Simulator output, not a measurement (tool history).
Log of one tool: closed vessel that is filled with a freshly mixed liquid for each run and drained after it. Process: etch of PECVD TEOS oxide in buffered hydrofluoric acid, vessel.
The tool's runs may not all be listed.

run    day  temperature setpoint of the liquid (C)  parts of 40 % ammonium fluoride to one part of 49 % hydrofluoric acid (parts by volume)  time in the liquid (s)  thickness taken off the PECVD TEOS oxide on a monitor wafer (angstrom)
  1      0                                      22                                                                                     15.5                     105                                                                  1721.5
  2  0.025                                    23.5                                                                                     15.5                     105                                                                  1867.4
  3  0.092                                    23.5                                                                                     15.5                     115                                                                  2054.9
  4  0.167                                    24.5                                                                                     15.5                     115                                                                    2169
  5  0.267                                    25.5                                                                                     15.5                     115                                                                  2291.7
  6  0.471                                      26                                                                                     15.5                     115                                                                  2351.2

Run 7 comes next. What will it give?
  7  0.783                                    26.5                                                                                     15.5                     115                                                                       ?

{"run 7": {"thickness taken off the PECVD TEOS oxide on a monitor wafer (angstrom)": 2400.6}}
